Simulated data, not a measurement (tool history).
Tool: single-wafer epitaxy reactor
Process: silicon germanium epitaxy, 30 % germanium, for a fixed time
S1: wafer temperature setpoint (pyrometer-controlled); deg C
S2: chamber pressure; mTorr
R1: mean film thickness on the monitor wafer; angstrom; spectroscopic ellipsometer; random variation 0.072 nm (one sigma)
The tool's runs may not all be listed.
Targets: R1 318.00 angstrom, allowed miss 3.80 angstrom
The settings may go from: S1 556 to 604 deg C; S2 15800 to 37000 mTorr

run    day   S1     S2      R1
  1  0.000  580  26400  498.77
  2  0.229  585  26400  549.73
  3  0.592  585  23400  522.12
  4  0.917  580  23400  475.50
  5  1.117  576  23400  439.83
  6  1.288  573  23400  416.22
  7  1.325  561  23200  328.60
  8  1.383  560  23200  321.99

4 next moves are on the table. One of them brings every result within its allowed miss. Which?
  A  1.442  557  24300   ?
  B  1.442  558  23600   ?
  C  1.442  560  22600   ?
  D  1.442  559  21400   ?

move      R1
   A  309.53
   B  312.00
   C  318.91
   D  305.72
A: takes the result that was furthest off past its target
B: takes the result that was furthest off past its target
C: meets every target
D: takes the result that was furthest off past its target
Answer: C

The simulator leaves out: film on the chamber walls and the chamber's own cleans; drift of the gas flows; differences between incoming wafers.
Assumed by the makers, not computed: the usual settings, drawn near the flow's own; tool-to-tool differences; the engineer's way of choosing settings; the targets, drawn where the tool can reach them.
